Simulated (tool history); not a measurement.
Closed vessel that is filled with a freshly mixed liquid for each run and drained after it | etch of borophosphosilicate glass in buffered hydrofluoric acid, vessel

run	hour	temperature setpoint of the liquid (C)	parts of 40 % ammonium fluoride to one part of 49 % hydrofluoric acid (parts by volume)	time in the liquid (s)	thickness taken off the borophosphosilicate glass on a monitor wafer (angstrom)
1	0	22	12	105	1786.8
2	5.5	22	14.5	105	1496.7
3	13.2	23.5	13.5	105	1742.1
4	16.7	24.5	12.5	105	1972.9
# hour 23.8: thermometer replaced
5	23.8	27.5	12.5	105	2058
6	25.9	30	12.5	105	2345.9
7	29.2	30	11.5	105	2534.9
8	37.1	30	11	105	2680.2
9	41.2	30	10.5	105	2770.8

Expected results for the next run?
10	47	30	10	105	?

For run 10 the tool returned thickness taken off the borophosphosilicate glass on a monitor wafer (angstrom) 2904.3.
